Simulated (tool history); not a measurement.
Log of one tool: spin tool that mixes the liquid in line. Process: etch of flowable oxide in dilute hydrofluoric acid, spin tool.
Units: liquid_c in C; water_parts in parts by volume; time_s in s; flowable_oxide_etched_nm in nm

run,hour,liquid_c,water_parts,time_s,flowable_oxide_etched_nm
1,0,20,255,20,2.472
2,2.8,20,255,20,2.4576
3,4.5,19.5,305,20,1.9332
4,6.6,19.5,220,20,2.8798
5,7.2,19,280,20,2.1424
6,11.7,18.5,325,20,1.7107
7,16.5,18,360,20,1.4782

Run 8 comes next. What will it give?
8,18.3,18,385,20,?

{"run 8": {"flowable_oxide_etched_nm": 1.3582}}

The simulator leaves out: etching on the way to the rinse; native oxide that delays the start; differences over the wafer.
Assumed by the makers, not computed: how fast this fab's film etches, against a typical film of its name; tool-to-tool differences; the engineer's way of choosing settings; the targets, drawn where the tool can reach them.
